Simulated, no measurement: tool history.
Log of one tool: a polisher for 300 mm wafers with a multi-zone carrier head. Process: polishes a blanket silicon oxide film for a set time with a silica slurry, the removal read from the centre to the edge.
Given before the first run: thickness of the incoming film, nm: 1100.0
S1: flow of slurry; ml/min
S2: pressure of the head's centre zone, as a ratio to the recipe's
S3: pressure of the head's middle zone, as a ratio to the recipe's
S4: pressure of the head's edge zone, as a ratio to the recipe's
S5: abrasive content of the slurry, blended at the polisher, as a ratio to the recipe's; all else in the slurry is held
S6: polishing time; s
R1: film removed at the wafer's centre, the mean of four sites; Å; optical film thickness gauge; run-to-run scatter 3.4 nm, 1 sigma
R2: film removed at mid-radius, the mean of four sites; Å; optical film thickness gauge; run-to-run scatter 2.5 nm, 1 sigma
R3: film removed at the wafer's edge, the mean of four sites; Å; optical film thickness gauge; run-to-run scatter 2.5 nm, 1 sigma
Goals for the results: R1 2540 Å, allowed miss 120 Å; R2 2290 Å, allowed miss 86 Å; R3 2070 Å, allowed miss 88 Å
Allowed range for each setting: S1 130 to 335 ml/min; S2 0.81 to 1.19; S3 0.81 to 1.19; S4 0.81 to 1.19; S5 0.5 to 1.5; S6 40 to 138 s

Run 1, hour 0: S1 215 ml/min, S2 1, S3 1, S4 1, S5 1, S6 88 s. Result: R1 1507.4 Å, R2 1472.1 Å, R3 1382.5 Å.
Run 2, hour 7.6: S1 215 ml/min, S2 1, S3 0.93, S4 1, S5 1, S6 88 s. Result: R1 1490.3 Å, R2 1381.1 Å, R3 1365.8 Å.
Run 3, hour 9.9: S1 265 ml/min, S2 1, S3 0.93, S4 1, S5 1, S6 88 s. Result: R1 1563.3 Å, R2 1420 Å, R3 1402.1 Å.
Run 4, hour 10.6: S1 265 ml/min, S2 1, S3 0.93, S4 1, S5 1, S6 106 s. Result: R1 1872.4 Å, R2 1675 Å, R3 1687.1 Å.
Run 5, hour 19.4: S1 265 ml/min, S2 1, S3 1, S4 1, S5 1, S6 106 s. Result: R1 1871 Å, R2 1801.9 Å, R3 1662.3 Å.
Run 6, hour 27.6: S1 265 ml/min, S2 1.02, S3 1.01, S4 1.01, S5 1.1, S6 107 s. Result: R1 2017.7 Å, R2 1899.7 Å, R3 1746.5 Å.
Run 7, hour 35.8: S1 265 ml/min, S2 1.03, S3 1.02, S4 1.02, S5 1.2, S6 108 s. Result: R1 2084.4 Å, R2 1943.9 Å, R3 1783 Å.
Run 8, hour 39.8: S1 265 ml/min, S2 1.04, S3 1.03, S4 1.03, S5 1.25, S6 110 s. Result: R1 2106.7 Å, R2 2064.5 Å, R3 1886.1 Å.
Run 9, hour 41.7: S1 270 ml/min, S2 1.07, S3 1.03, S4 1.03, S5 1.3, S6 111 s. Result: R1 2288.8 Å, R2 2103.6 Å, R3 1940.8 Å.
Run 10, hour 42.6: S1 270 ml/min, S2 1.08, S3 1.04, S4 1.03, S5 1.35, S6 111 s. Result: R1 2353.2 Å, R2 2200.4 Å, R3 1978.2 Å.
Run 11, hour 45.8: S1 290 ml/min, S2 1.13, S3 1.04, S4 1.07, S5 1.4, S6 111 s. Result: R1 2427.8 Å, R2 2163.4 Å, R3 2032 Å.

Which of these 4 next moves meets every target?
Run A, hour 49: S1 265 ml/min, S2 1.06, S3 1.13, S4 1.1, S5 1.5, S6 110 s. Result: R1 ?, R2 ?, R3 ?.
Run B, hour 49: S1 300 ml/min, S2 1.15, S3 1.1, S4 1.01, S5 1.3, S6 119 s. Result: R1 ?, R2 ?, R3 ?.
Run C, hour 49: S1 245 ml/min, S2 1.09, S3 1.01, S4 0.96, S5 1.5, S6 117 s. Result: R1 ?, R2 ?, R3 ?.
Run D, hour 49: S1 305 ml/min, S2 1.07, S3 0.97, S4 1.19, S5 1.35, S6 110 s. Result: R1 ?, R2 ?, R3 ?.

move      R1      R2      R3
   A  2325.1  2359.9  2048.8
   B  2633.3  2414.9  2070.1
   C  2514.5  2262.8  2057.7
   D  2302.4  2033.4  2074.5
A: gets the furthest-off result to its target, but another result is out of tolerance
B: the result that was furthest off in the last run now lies on the other side of its target
C: meets every target
D: further off than the last run
Answer: C
